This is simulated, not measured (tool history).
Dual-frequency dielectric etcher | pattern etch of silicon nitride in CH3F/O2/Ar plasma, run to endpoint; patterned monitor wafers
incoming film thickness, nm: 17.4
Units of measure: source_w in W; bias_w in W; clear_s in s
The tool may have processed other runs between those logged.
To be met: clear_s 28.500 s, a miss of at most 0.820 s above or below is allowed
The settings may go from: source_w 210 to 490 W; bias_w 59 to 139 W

run,day,source_w,bias_w,clear_s
1,0.000,350,99,23.543
2,0.217,410,99,21.881
3,0.400,410,82,24.000
4,0.467,390,80,24.584
5,0.529,350,80,25.880
6,0.796,340,79,26.464
7,0.883,330,78,26.690
8,0.929,320,77,27.389

5 next moves are on the table. One of them brings every result within its allowed miss. Which?
A,0.975,300,66,?
B,0.975,310,59,?
C,0.975,360,66,?
D,0.975,320,70,?
E,0.975,280,73,?

move,clear_s
A,30.495
B,31.052
C,27.418
D,28.748
E,30.732
A: carries the result that was furthest off beyond its target, to the other side
B: carries the result that was furthest off beyond its target, to the other side
C: no nearer and no further than the last run
D: every result within its allowed miss
E: carries the result that was furthest off beyond its target, to the other side
Go with D: it meets all targets.
